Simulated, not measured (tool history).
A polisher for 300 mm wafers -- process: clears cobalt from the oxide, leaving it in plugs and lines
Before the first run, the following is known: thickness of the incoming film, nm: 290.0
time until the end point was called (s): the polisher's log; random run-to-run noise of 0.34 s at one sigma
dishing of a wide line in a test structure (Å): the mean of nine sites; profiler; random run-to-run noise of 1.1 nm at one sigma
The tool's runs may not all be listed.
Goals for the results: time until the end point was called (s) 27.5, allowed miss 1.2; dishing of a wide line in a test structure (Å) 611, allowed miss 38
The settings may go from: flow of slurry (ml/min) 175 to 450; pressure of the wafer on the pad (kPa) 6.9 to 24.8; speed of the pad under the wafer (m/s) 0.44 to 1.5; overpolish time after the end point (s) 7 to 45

run  hour  flow of slurry (ml/min)  pressure of the wafer on the pad (kPa)  speed of the pad under the wafer (m/s)  overpolish time after the end point (s)  time until the end point was called (s)  dishing of a wide line in a test structure (Å)
  1     0                      290                                    15.9                                    0.96                                       23                                   51.945                                          532.29
  2   2.1                      290                                    15.9                                    0.96                                       15                                    52.14                                          436.52
  3   6.6                      265                                    15.9                                    0.96                                       15                                   52.812                                          451.55
  4    15                      265                                    17.9                                    0.98                                       17                                   45.523                                          518.24
  5  21.3                      275                                      20                                       1                                       16                                   39.524                                          504.02
  6  23.9                      275                                      20                                       1                                       21                                   39.902                                          569.24
  7  25.6                      275                                    24.1                                    1.08                                       19                                   31.188                                          576.15
  8  32.1                      275                                    24.1                                     1.1                                       19                                   30.375                                          571.38

Exactly one of the 5 candidate moves below puts every result within its allowed miss. Which one?
  A  38.6                      265                                    22.8                                    1.02                                       16                                        ?                                               ?
  B  38.6                      370                                    22.1                                     1.2                                       29                                        ?                                               ?
  C  38.6                      250                                    24.8                                    1.06                                       24                                        ?                                               ?
  D  38.6                      350                                    24.8                                    1.28                                       27                                        ?                                               ?
  E  38.6                      285                                    24.8                                     1.2                                       24                                        ?                                               ?

move  time until the end point was called (s)  dishing of a wide line in a test structure (Å)
   A                                   34.976                                          537.13
   B                                   29.833                                          610.21
   C                                   31.146                                          598.13
   D                                   25.068                                          612.55
   E                                   27.205                                           605.6
A: moves away from the targets compared with the last run
B: better than the last run, though not everything is in spec
C: moves away from the targets compared with the last run
D: carries the result that was furthest off beyond its target, to the other side
E: in spec on every target
E is the move that brings every result within its allowed miss.

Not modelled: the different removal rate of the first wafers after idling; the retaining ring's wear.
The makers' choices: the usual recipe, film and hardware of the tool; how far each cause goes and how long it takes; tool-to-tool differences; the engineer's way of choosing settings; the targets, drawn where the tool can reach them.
